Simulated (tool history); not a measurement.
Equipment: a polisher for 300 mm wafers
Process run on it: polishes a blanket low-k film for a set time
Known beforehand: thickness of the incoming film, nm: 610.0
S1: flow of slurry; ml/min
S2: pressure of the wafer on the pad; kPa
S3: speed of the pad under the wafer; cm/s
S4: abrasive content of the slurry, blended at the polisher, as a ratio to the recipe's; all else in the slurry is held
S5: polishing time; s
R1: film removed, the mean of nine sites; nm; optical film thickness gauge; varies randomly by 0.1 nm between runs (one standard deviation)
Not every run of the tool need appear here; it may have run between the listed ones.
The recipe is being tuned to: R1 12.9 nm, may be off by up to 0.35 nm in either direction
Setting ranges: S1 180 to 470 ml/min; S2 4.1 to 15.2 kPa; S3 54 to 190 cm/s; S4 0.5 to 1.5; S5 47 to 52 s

Run 1, hour 0: S1 300 ml/min, S2 9.7 kPa, S3 122 cm/s, S4 1, S5 52 s. Result: R1 19.94 nm.
Run 2, hour 7.9: S1 300 ml/min, S2 8.3 kPa, S3 122 cm/s, S4 1, S5 52 s. Result: R1 17.309 nm.
Run 3, hour 9: S1 360 ml/min, S2 8.3 kPa, S3 122 cm/s, S4 1, S5 52 s. Result: R1 17.689 nm.
Run 4, hour 13.7: S1 355 ml/min, S2 7.6 kPa, S3 122 cm/s, S4 1, S5 52 s. Result: R1 16.177 nm.
Run 5, hour 18: S1 355 ml/min, S2 5.5 kPa, S3 122 cm/s, S4 1, S5 52 s. Result: R1 11.958 nm.
Run 6, hour 24.2: S1 355 ml/min, S2 5.5 kPa, S3 146 cm/s, S4 1, S5 52 s. Result: R1 13.743 nm.
Run 7, hour 25.9: S1 345 ml/min, S2 5.5 kPa, S3 146 cm/s, S4 1, S5 52 s. Result: R1 13.671 nm.
Run 8, hour 27.2: S1 335 ml/min, S2 5.5 kPa, S3 146 cm/s, S4 1, S5 52 s. Result: R1 13.65 nm.
Run 9, hour 33.3: S1 325 ml/min, S2 5.5 kPa, S3 146 cm/s, S4 1, S5 52 s. Result: R1 13.643 nm.
Run 10, hour 39.4: S1 320 ml/min, S2 5.5 kPa, S3 146 cm/s, S4 1, S5 52 s. Result: R1 13.909 nm.
Run 11, hour 48.3: S1 320 ml/min, S2 4.8 kPa, S3 146 cm/s, S4 1, S5 52 s. Result: R1 12.201 nm.
Run 12, hour 53: S1 320 ml/min, S2 4.8 kPa, S3 146 cm/s, S4 1, S5 52 s. Result: R1 12.052 nm.
Run 13, hour 54.8: S1 335 ml/min, S2 4.8 kPa, S3 146 cm/s, S4 1, S5 52 s. Result: R1 12.205 nm.
Run 14, hour 62.8: S1 345 ml/min, S2 4.8 kPa, S3 146 cm/s, S4 1, S5 52 s. Result: R1 12.134 nm.
Run 15, hour 63.7: S1 345 ml/min, S2 5.5 kPa, S3 146 cm/s, S4 1, S5 52 s. Result: R1 13.709 nm.
Run 16, hour 67.3: S1 330 ml/min, S2 5.5 kPa, S3 146 cm/s, S4 1, S5 52 s. Result: R1 13.511 nm.
Run 17, hour 71.6: S1 320 ml/min, S2 5.5 kPa, S3 146 cm/s, S4 1, S5 52 s. Result: R1 13.713 nm.
Run 18, hour 80.6: S1 320 ml/min, S2 4.8 kPa, S3 146 cm/s, S4 1, S5 52 s. Result: R1 12.177 nm.
Run 19, hour 81.4: S1 335 ml/min, S2 4.8 kPa, S3 146 cm/s, S4 1, S5 52 s. Result: R1 12.071 nm.
Run 20, hour 86.3: S1 335 ml/min, S2 4.8 kPa, S3 146 cm/s, S4 1, S5 52 s. Result: R1 12.218 nm.

Exercise: of the 4 proposed moves below, exactly one satisfies all targets within the stated allowed misses. Which move is it?
Run A, hour 91.2: S1 355 ml/min, S2 5.5 kPa, S3 142 cm/s, S4 1, S5 47 s. Result: R1 ?.
Run B, hour 91.2: S1 270 ml/min, S2 4.1 kPa, S3 184 cm/s, S4 1, S5 48 s. Result: R1 ?.
Run C, hour 91.2: S1 395 ml/min, S2 5.5 kPa, S3 150 cm/s, S4 1, S5 47 s. Result: R1 ?.
Run D, hour 91.2: S1 355 ml/min, S2 4.8 kPa, S3 146 cm/s, S4 1, S5 52 s. Result: R1 ?.

move      R1
   A  12.355
   B  11.659
   C  12.998
   D  12.342
A: moves toward the targets from the last run without getting all of them in spec
B: its largest miss is bigger than the last run's
C: in spec on every target
D: moves toward the targets from the last run without getting all of them in spec
The move that meets every target is C.
